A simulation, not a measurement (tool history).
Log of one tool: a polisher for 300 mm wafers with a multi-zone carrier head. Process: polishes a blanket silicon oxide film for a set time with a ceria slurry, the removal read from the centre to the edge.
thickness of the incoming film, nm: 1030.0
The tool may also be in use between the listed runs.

run,hour,flow of slurry (ml/min),pressure of the head's centre zone,pressure of the head's middle zone,pressure of the head's edge zone,polishing time (s),film removed at the wafer's centre (Å),film removed at mid-radius (Å),film removed at the wafer's edge (Å)
1,0,205,1,1,1,83,3227.8,3375.8,3338.8
2,6.4,250,1,1,1,83,3347.4,3399.6,3430.8
3,15.2,255,0.99,1,1.04,86,3435.9,3612.1,3670.3
4,22.5,255,0.99,1,1.09,86,3398.5,3646.8,3701.3
5,29.8,255,0.99,0.95,1.09,86,3471.2,3435.5,3775.6
6,32.7,255,0.99,0.95,1.02,86,3431.4,3426.3,3551.6

Run 7 is up next; what results do you expect?
7,41.5,255,0.98,0.96,1.06,88,?,?,?

{"run 7": {"film removed at the wafer's centre (Å)": 3440.4, "film removed at mid-radius (Å)": 3575.2, "film removed at the wafer's edge (Å)": 3732.7}}
